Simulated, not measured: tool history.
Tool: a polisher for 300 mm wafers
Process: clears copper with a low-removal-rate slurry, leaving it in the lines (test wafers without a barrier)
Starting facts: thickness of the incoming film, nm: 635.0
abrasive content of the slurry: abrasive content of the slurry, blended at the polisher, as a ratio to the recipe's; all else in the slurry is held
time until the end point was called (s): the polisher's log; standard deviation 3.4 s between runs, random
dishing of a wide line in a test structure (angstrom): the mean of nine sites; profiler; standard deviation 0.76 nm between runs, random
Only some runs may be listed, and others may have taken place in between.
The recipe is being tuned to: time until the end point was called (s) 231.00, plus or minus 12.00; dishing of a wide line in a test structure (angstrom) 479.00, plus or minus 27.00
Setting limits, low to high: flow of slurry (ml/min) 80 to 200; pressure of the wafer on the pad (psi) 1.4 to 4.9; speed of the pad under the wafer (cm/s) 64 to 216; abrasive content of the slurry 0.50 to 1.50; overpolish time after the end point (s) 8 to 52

run  hour  flow of slurry (ml/min)  pressure of the wafer on the pad (psi)  speed of the pad under the wafer (cm/s)  abrasive content of the slurry  overpolish time after the end point (s)  time until the end point was called (s)  dishing of a wide line in a test structure (angstrom)
  1   0.0                      130                                     3.1                                      140                            1.00                                       26                                   143.36                                                 620.14
  2   4.5                      130                                     3.1                                      140                            0.80                                       26                                   154.85                                                 587.79
  3   9.0                      130                                     3.1                                      156                            0.80                                       26                                   139.25                                                 634.74
  4  13.0                      130                                     3.1                                      156                            0.80                                       34                                   140.89                                                 750.95
  5  21.9                      130                                     3.1                                      136                            0.80                                       34                                   155.58                                                 704.87
  6  26.0                      130                                     3.1                                      148                            0.80                                       34                                   146.43                                                 719.86
  7  31.6                      130                                     2.9                                      148                            0.80                                       34                                   153.25                                                 716.31
  8  34.5                      130                                     2.6                                      146                            0.80                                       33                                   173.18                                                 639.51
  9  43.0                      130                                     2.4                                      146                            0.80                                       32                                   185.82                                                 614.62
 10  48.1                      130                                     2.3                                      146                            0.80                                       31                                   193.60                                                 556.94
 11  55.8                      130                                     2.2                                      146                            0.80                                       31                                   201.01                                                 542.77
 12  58.2                      130                                     2.1                                      146                            0.80                                       31                                   212.11                                                 529.16

Exactly one of the 5 candidate moves below puts every result within its allowed miss. Which one?
  A  60.6                      120                                     1.9                                      146                            0.75                                       31                                        ?                                                      ?
  B  60.6                      100                                     1.7                                      152                            1.00                                       37                                        ?                                                      ?
  C  60.6                      130                                     2.1                                      142                            0.90                                       26                                        ?                                                      ?
  D  60.6                      130                                     1.8                                      152                            0.75                                       38                                        ?                                                      ?
  E  60.6                      130                                     1.9                                      116                            0.75                                       34                                        ?                                                      ?

move  time until the end point was called (s)  dishing of a wide line in a test structure (angstrom)
   A                                   232.39                                                 483.31
   B                                   242.31                                                 529.17
   C                                   205.28                                                 467.89
   D                                   231.57                                                 560.08
   E                                   268.33                                                 464.65
A: in spec on every target
B: neither nearer nor further off than the last run
C: puts the biggest miss on target and leaves a different result outside tolerance
D: misses by more than the last run did
E: puts the biggest miss on target and leaves a different result outside tolerance
A meets every target.

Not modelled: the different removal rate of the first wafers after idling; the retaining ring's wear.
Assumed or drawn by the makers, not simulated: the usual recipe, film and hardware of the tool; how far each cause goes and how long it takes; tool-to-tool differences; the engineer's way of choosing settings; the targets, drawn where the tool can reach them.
